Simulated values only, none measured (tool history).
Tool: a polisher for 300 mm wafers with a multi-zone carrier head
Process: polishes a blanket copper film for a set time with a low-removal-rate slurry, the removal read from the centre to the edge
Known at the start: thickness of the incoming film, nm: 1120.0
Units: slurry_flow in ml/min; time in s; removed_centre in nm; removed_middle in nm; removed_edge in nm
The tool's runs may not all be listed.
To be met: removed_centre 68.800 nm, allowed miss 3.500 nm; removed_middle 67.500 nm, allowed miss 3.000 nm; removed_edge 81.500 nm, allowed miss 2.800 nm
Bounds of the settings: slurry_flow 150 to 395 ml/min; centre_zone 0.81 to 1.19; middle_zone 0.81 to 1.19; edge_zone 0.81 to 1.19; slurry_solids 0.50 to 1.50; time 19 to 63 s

| run | hour | slurry_flow | centre_zone | middle_zone | edge_zone | slurry_solids | time | removed_centre | removed_middle | removed_edge |
|---|---|---|---|---|---|---|---|---|---|---|
| 1 | 0.0 | 250 | 1.00 | 1.00 | 1.00 | 1.00 | 41 | 107.320 | 105.810 | 104.970 |
| 2 | 5.2 | 245 | 0.98 | 0.97 | 1.01 | 0.95 | 40 | 96.175 | 99.891 | 104.150 |
| 3 | 10.6 | 245 | 0.99 | 0.95 | 1.00 | 0.90 | 39 | 94.660 | 96.133 | 97.681 |
| 4 | 13.9 | 240 | 1.00 | 0.93 | 1.03 | 0.85 | 38 | 91.819 | 89.216 | 96.982 |
|  | 22.1 | worn pad replaced by a new one |
| 5 | 22.1 | 240 | 1.00 | 0.93 | 1.03 | 1.05 | 38 | 109.710 | 104.760 | 115.200 |
| 6 | 31.0 | 240 | 0.93 | 0.93 | 1.03 | 1.05 | 38 | 98.931 | 107.390 | 114.500 |
| 7 | 35.4 | 235 | 0.94 | 0.91 | 1.03 | 0.95 | 38 | 98.148 | 102.230 | 110.970 |
| 8 | 37.1 | 230 | 0.95 | 0.91 | 1.05 | 0.90 | 37 | 94.906 | 99.283 | 109.600 |
| 9 | 41.1 | 230 | 0.95 | 0.91 | 1.05 | 0.90 | 37 | 97.360 | 94.106 | 110.270 |
| 10 | 43.4 | 205 | 0.87 | 0.83 | 0.97 | 0.65 | 28 | 60.833 | 63.128 | 73.181 |

5 next moves are on the table. One of them brings every result within its allowed miss. Which?
| A | 45.7 | 150 | 0.89 | 0.81 | 0.98 | 0.60 | 33 | ? | ? | ? |
| B | 45.7 | 205 | 0.81 | 0.81 | 0.99 | 0.60 | 29 | ? | ? | ? |
| C | 45.7 | 160 | 0.97 | 0.85 | 0.90 | 0.60 | 31 | ? | ? | ? |
| D | 45.7 | 230 | 1.04 | 0.84 | 0.84 | 0.70 | 27 | ? | ? | ? |
| E | 45.7 | 180 | 0.82 | 0.81 | 1.05 | 0.65 | 30 | ? | ? | ? |

| move | removed_centre | removed_middle | removed_edge |
|---|---|---|---|
| A | 67.564 | 69.366 | 82.353 |
| B | 56.390 | 63.386 | 74.820 |
| C | 69.915 | 68.225 | 74.765 |
| D | 70.990 | 63.635 | 67.502 |
| E | 59.141 | 65.772 | 80.224 |
A: meets every target
B: further off than the last run
C: nearer than the last run, and not there yet
D: further off than the last run
E: brings the result that was furthest off to its target, and leaves another outside
Move A is the one to make.
